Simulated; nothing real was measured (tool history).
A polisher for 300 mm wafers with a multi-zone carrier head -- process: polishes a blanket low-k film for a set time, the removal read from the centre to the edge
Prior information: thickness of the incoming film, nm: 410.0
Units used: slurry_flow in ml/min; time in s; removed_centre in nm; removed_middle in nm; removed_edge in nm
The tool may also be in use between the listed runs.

run  hour  slurry_flow  centre_zone  middle_zone  edge_zone  slurry_solids  time  removed_centre  removed_middle  removed_edge
  1   0.0          315         1.00         1.00       1.00           1.00    40          8.7990          8.9747        9.3378
  2   7.3          260         1.00         1.00       1.00           1.00    40          8.4721          8.8215        9.3568
  3  11.8          260         0.94         1.00       1.00           1.00    40          8.2631          8.7887        9.3151
  4  13.6          260         0.94         1.00       1.07           1.00    40          8.5193          8.7787        9.4624
  5  22.4          265         0.94         0.96       1.06           0.85    38          7.4626          7.5693        8.6394
  6  23.7          265         0.94         0.96       1.09           0.85    38          7.5257          7.5195        8.4827
  7  25.8          270         0.96         0.94       1.10           0.75    36          6.6691          6.6976        7.7821
  8  26.6          285         1.01         0.92       1.10           0.70    35          6.6488          6.2374        7.2401
  9  34.7          290         1.01         0.90       1.09           0.65    34          6.2093          5.7270        6.7673
 10  39.7          295         1.00         0.88       1.06           0.60    34          5.8812          5.3750        6.3389
 11  40.4          295         0.99         0.87       1.05           0.60    34          5.9665          5.2995        6.3846
 12  48.2          295         0.97         0.87       1.04           0.60    34          5.7989          5.3118        6.2410
 13  55.9          290         0.96         0.86       1.04           0.60    34          5.6734          5.1845        6.3390
 14  63.6          290         0.96         0.86       1.03           0.60    34          5.9342          5.2751        6.1747
 15  70.8          270         0.90         0.83       1.04           0.55    34          5.3547          4.8708        6.0152

The next listed run, before its measurement:
 16  78.3          270         0.91         0.84       1.04           0.55    34               ?               ?             ?

{"run 16": {"removed_centre": 5.2539, "removed_middle": 4.8951, "removed_edge": 5.8834}}
